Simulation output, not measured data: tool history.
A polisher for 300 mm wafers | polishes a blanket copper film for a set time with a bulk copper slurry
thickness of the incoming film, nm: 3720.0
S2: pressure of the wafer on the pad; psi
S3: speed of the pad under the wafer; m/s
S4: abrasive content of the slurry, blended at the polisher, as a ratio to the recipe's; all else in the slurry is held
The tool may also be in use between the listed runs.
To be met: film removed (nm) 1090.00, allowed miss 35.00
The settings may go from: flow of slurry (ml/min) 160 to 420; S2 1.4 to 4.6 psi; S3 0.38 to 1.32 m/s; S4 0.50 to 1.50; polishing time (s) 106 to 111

{"run": 1, "hour": 0.0, "flow of slurry (ml/min)": 270, "S2": 3.0, "S3": 0.84, "S4": 1.0, "polishing time (s)": 106, "film removed (nm)": 899.54}
{"run": 2, "hour": 4.3, "flow of slurry (ml/min)": 270, "S2": 3.1, "S3": 0.84, "S4": 1.0, "polishing time (s)": 106, "film removed (nm)": 911.71}
{"run": 3, "hour": 11.8, "flow of slurry (ml/min)": 270, "S2": 3.1, "S3": 0.84, "S4": 1.0, "polishing time (s)": 106, "film removed (nm)": 901.19}
{"run": 4, "hour": 20.7, "flow of slurry (ml/min)": 270, "S2": 2.7, "S3": 0.84, "S4": 1.0, "polishing time (s)": 106, "film removed (nm)": 804.94}
{"run": 5, "hour": 29.2, "flow of slurry (ml/min)": 270, "S2": 2.9, "S3": 0.84, "S4": 1.0, "polishing time (s)": 106, "film removed (nm)": 883.25}
{"run": 6, "hour": 34.0, "flow of slurry (ml/min)": 270, "S2": 2.5, "S3": 0.84, "S4": 1.0, "polishing time (s)": 106, "film removed (nm)": 747.94}
{"run": 7, "hour": 39.7, "flow of slurry (ml/min)": 275, "S2": 3.3, "S3": 0.86, "S4": 1.0, "polishing time (s)": 106, "film removed (nm)": 1010.1}
{"run": 8, "hour": 45.6, "flow of slurry (ml/min)": 280, "S2": 3.4, "S3": 0.86, "S4": 1.0, "polishing time (s)": 106, "film removed (nm)": 1046.1}

Which of these 5 next moves meets every target?
{"run": "A", "hour": 51.5, "flow of slurry (ml/min)": 295, "S2": 3.4, "S3": 0.76, "S4": 1.0, "polishing time (s)": 106, "film removed (nm)": "?"}
{"run": "B", "hour": 51.5, "flow of slurry (ml/min)": 330, "S2": 3.3, "S3": 0.82, "S4": 0.8, "polishing time (s)": 111, "film removed (nm)": "?"}
{"run": "C", "hour": 51.5, "flow of slurry (ml/min)": 180, "S2": 4.3, "S3": 0.66, "S4": 1.15, "polishing time (s)": 110, "film removed (nm)": "?"}
{"run": "D", "hour": 51.5, "flow of slurry (ml/min)": 330, "S2": 2.4, "S3": 1.26, "S4": 0.7, "polishing time (s)": 111, "film removed (nm)": "?"}
{"run": "E", "hour": 51.5, "flow of slurry (ml/min)": 370, "S2": 3.2, "S3": 0.9, "S4": 0.95, "polishing time (s)": 106, "film removed (nm)": "?"}

move=A film_removed_(nm)=923.18
move=B film_removed_(nm)=989.08
move=C film_removed_(nm)=1028.60
move=D film_removed_(nm)=1086.70
move=E film_removed_(nm)=1034.30
A: further off than the last run
B: further off than the last run
C: further off than the last run
D: meets every target
E: further off than the last run
The right move is D.
